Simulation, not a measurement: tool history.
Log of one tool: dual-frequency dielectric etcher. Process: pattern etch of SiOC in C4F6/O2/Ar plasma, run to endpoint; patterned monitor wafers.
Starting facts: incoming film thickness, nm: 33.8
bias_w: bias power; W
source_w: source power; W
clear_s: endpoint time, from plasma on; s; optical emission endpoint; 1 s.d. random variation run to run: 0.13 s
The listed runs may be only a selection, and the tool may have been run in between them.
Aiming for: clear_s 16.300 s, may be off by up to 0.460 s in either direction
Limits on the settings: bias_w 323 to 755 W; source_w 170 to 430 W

| run | hour | bias_w | source_w | clear_s |
|---|---|---|---|---|
| 1 | 0.0 | 539 | 300 | 13.305 |
| 2 | 5.2 | 501 | 290 | 13.775 |
| 3 | 7.3 | 501 | 330 | 12.962 |
| 4 | 14.6 | 464 | 330 | 13.445 |
| 5 | 20.8 | 464 | 310 | 13.797 |
| 6 | 24.4 | 464 | 350 | 12.896 |
| 7 | 24.9 | 436 | 330 | 13.597 |
| 8 | 30.1 | 413 | 310 | 13.995 |
| 9 | 33.5 | 393 | 290 | 14.805 |
| 10 | 39.3 | 393 | 290 | 14.717 |
| 11 | 42.1 | 379 | 280 | 14.998 |
| 12 | 45.9 | 368 | 270 | 15.650 |
| 13 | 47.6 | 361 | 270 | 15.765 |
| 14 | 52.0 | 355 | 270 | 15.785 |
| 15 | 55.0 | 350 | 270 | 15.761 |

Below are 4 possible settings for the next run. Only one of them brings all results inside the allowed miss of their targets. Which is it?
| A | 58.0 | 326 | 260 | ? |
| B | 58.0 | 342 | 310 | ? |
| C | 58.0 | 406 | 290 | ? |
| D | 58.0 | 371 | 300 | ? |

| move | clear_s |
|---|---|
| A | 16.428 |
| B | 14.990 |
| C | 14.686 |
| D | 14.858 |
A: every result within its allowed miss
B: further off than the last run
C: further off than the last run
D: further off than the last run
Go with A: it meets all targets.
